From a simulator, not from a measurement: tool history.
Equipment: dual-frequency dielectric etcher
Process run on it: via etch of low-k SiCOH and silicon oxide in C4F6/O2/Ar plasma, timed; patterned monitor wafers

run,hour,source power (kW),bias power (kW),etch time (s),mean etch depth across the wafer (nm)
1,0,0.38,0.256,53.5,137.05
2,4.1,0.36,0.254,53.5,133.64
3,12.5,0.35,0.252,53.5,132.84
4,14.1,0.34,0.25,53.5,130.51
5,22.3,0.34,0.25,53.5,131.89
# hour 30.4: source power generator calibrated
6,30.4,0.34,0.25,53.5,129.15
7,32.8,0.33,0.249,53.5,128.71

The next listed run, before its measurement:
8,35.7,0.32,0.248,53.5,?

mean etch depth across the wafer (nm): 127.5
